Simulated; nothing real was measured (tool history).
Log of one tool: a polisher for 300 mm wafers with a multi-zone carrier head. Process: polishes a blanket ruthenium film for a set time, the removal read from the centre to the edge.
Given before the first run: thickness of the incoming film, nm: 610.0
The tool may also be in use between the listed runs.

| run | hour | flow of slurry (ml/min) | pressure of the head's centre zone | pressure of the head's middle zone | pressure of the head's edge zone | polishing time (s) | film removed at the wafer's centre (nm) | film removed at mid-radius (nm) | film removed at the wafer's edge (nm) |
|---|---|---|---|---|---|---|---|---|---|
| 1 | 0 | 255 | 1 | 1 | 1 | 50 | 80.012 | 79.609 | 82.679 |
| 2 | 7.9 | 255 | 1 | 1 | 1.05 | 50 | 79.944 | 78.803 | 85.998 |
| 3 | 13.4 | 260 | 1 | 1.01 | 1.04 | 50 | 79.532 | 80.769 | 86.812 |
| 4 | 14.9 | 265 | 1 | 1.02 | 1.03 | 50 | 81.609 | 81.668 | 85.535 |
| 5 | 18.5 | 265 | 0.93 | 1.02 | 1.03 | 50 | 75.621 | 81.802 | 87.121 |
| 6 | 25 | 270 | 0.93 | 1.03 | 1.02 | 50 | 76.547 | 82.011 | 85.688 |
| 7 | 33.1 | 275 | 0.93 | 1.04 | 1.01 | 50 | 75.662 | 83.157 | 83.961 |

The next listed run, before its measurement:
| 8 | 36.4 | 330 | 0.99 | 1.12 | 0.95 | 50 | ? | ? | ? |

{"run 8": {"film removed at the wafer's centre (nm)": 82.64, "film removed at mid-radius (nm)": 90.865, "film removed at the wafer's edge (nm)": 83.574}}

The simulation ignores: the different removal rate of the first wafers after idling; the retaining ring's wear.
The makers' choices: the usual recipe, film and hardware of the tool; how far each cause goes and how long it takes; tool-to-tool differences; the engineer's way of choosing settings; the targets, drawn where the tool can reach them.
